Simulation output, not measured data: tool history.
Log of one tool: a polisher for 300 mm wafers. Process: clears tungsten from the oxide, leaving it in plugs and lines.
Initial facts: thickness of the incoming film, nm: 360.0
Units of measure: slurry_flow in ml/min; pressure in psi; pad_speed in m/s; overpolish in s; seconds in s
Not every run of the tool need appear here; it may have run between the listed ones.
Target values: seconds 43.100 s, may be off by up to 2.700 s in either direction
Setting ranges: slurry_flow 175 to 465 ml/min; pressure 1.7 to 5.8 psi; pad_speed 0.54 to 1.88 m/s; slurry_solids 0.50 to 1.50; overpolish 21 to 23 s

{"run": 1, "hour": 0.0, "slurry_flow": 295, "pressure": 3.7, "pad_speed": 1.2, "slurry_solids": 1.0, "overpolish": 21, "seconds": 74.705}
{"run": 2, "hour": 5.5, "slurry_flow": 250, "pressure": 3.7, "pad_speed": 1.2, "slurry_solids": 1.0, "overpolish": 21, "seconds": 74.797}
{"run": 3, "hour": 10.5, "slurry_flow": 250, "pressure": 4.1, "pad_speed": 1.22, "slurry_solids": 1.0, "overpolish": 21, "seconds": 67.785}
{"run": 4, "hour": 14.2, "slurry_flow": 250, "pressure": 4.1, "pad_speed": 1.22, "slurry_solids": 1.0, "overpolish": 21, "seconds": 66.338}
{"run": 5, "hour": 17.0, "slurry_flow": 250, "pressure": 3.3, "pad_speed": 1.22, "slurry_solids": 1.0, "overpolish": 21, "seconds": 81.687}
{"run": 6, "hour": 17.7, "slurry_flow": 250, "pressure": 3.3, "pad_speed": 1.22, "slurry_solids": 1.0, "overpolish": 23, "seconds": 81.057}
{"run": 7, "hour": 20.7, "slurry_flow": 250, "pressure": 3.8, "pad_speed": 1.24, "slurry_solids": 1.0, "overpolish": 23, "seconds": 70.882}
{"run": 8, "hour": 24.4, "slurry_flow": 250, "pressure": 4.2, "pad_speed": 1.26, "slurry_solids": 1.0, "overpolish": 23, "seconds": 62.341}
{"run": 9, "hour": 25.9, "slurry_flow": 250, "pressure": 4.5, "pad_speed": 1.28, "slurry_solids": 1.0, "overpolish": 23, "seconds": 55.959}
{"run": 10, "hour": 26.5, "slurry_flow": 250, "pressure": 5.5, "pad_speed": 1.32, "slurry_solids": 1.0, "overpolish": 23, "seconds": 46.984}
{"run": 11, "hour": 31.5, "slurry_flow": 250, "pressure": 5.5, "pad_speed": 1.32, "slurry_solids": 1.0, "overpolish": 23, "seconds": 47.562}

Which one of the following 5 next-run settings gets every result inside its allowed miss? There is exactly one.
{"run": "A", "hour": 36.5, "slurry_flow": 190, "pressure": 5.5, "pad_speed": 1.48, "slurry_solids": 0.95, "overpolish": 23, "seconds": "?"}
{"run": "B", "hour": 36.5, "slurry_flow": 225, "pressure": 5.8, "pad_speed": 1.54, "slurry_solids": 1.0, "overpolish": 23, "seconds": "?"}
{"run": "C", "hour": 36.5, "slurry_flow": 255, "pressure": 5.8, "pad_speed": 1.52, "slurry_solids": 1.05, "overpolish": 23, "seconds": "?"}
{"run": "D", "hour": 36.5, "slurry_flow": 205, "pressure": 5.8, "pad_speed": 1.64, "slurry_solids": 1.0, "overpolish": 22, "seconds": "?"}
{"run": "E", "hour": 36.5, "slurry_flow": 180, "pressure": 5.4, "pad_speed": 1.3, "slurry_solids": 0.9, "overpolish": 23, "seconds": "?"}

move=A seconds=44.252
move=B seconds=38.889
move=C seconds=38.295
move=D seconds=37.059
move=E seconds=52.308
A: all results in spec
B: pushes the last run's worst result past its target
C: pushes the last run's worst result past its target
D: pushes the last run's worst result past its target
E: moves away from the targets compared with the last run
A meets every target.
